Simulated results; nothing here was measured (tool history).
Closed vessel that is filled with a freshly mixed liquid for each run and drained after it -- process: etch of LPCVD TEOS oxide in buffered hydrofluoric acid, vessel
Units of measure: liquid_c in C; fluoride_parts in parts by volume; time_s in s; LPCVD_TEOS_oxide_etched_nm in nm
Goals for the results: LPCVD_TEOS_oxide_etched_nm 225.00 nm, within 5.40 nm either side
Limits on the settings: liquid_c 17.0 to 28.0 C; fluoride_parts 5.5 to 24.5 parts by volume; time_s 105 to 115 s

run 1 hour=0.0 | liquid_c=20.0 fluoride_parts=15.0 time_s=105 | LPCVD_TEOS_oxide_etched_nm=177.16
run 2 hour=6.2 | liquid_c=20.0 fluoride_parts=15.0 time_s=115 | LPCVD_TEOS_oxide_etched_nm=197.10
run 3 hour=12.7 | liquid_c=18.5 fluoride_parts=15.0 time_s=115 | LPCVD_TEOS_oxide_etched_nm=179.07
run 4 hour=16.4 | liquid_c=19.0 fluoride_parts=15.0 time_s=115 | LPCVD_TEOS_oxide_etched_nm=186.78
run 5 hour=24.7 | liquid_c=19.0 fluoride_parts=15.0 time_s=115 | LPCVD_TEOS_oxide_etched_nm=183.74
run 6 hour=29.1 | liquid_c=19.5 fluoride_parts=15.0 time_s=115 | LPCVD_TEOS_oxide_etched_nm=190.50
run 7 hour=33.0 | liquid_c=20.0 fluoride_parts=15.0 time_s=115 | LPCVD_TEOS_oxide_etched_nm=198.99
run 8 hour=38.4 | liquid_c=20.5 fluoride_parts=15.0 time_s=115 | LPCVD_TEOS_oxide_etched_nm=200.94
run 9 hour=40.8 | liquid_c=21.0 fluoride_parts=15.0 time_s=115 | LPCVD_TEOS_oxide_etched_nm=208.78

Which single option among these 5 for the next run brings every result within its allowed miss of target? Just one does.
run A hour=43.2 | liquid_c=22.0 fluoride_parts=15.5 time_s=115 | LPCVD_TEOS_oxide_etched_nm=?
run B hour=43.2 | liquid_c=23.0 fluoride_parts=17.0 time_s=105 | LPCVD_TEOS_oxide_etched_nm=?
run C hour=43.2 | liquid_c=22.5 fluoride_parts=14.5 time_s=110 | LPCVD_TEOS_oxide_etched_nm=?
run D hour=43.2 | liquid_c=22.0 fluoride_parts=14.5 time_s=110 | LPCVD_TEOS_oxide_etched_nm=?
run E hour=43.2 | liquid_c=19.0 fluoride_parts=14.0 time_s=105 | LPCVD_TEOS_oxide_etched_nm=?

move=A LPCVD_TEOS_oxide_etched_nm=211.67
move=B LPCVD_TEOS_oxide_etched_nm=186.48
move=C LPCVD_TEOS_oxide_etched_nm=222.24
move=D LPCVD_TEOS_oxide_etched_nm=216.19
move=E LPCVD_TEOS_oxide_etched_nm=180.64
A: gains on the last run, yet a result remains outside its allowed miss
B: moves away from the targets compared with the last run
C: each result inside its tolerance
D: gains on the last run, yet a result remains outside its allowed miss
E: moves away from the targets compared with the last run
C meets every target.
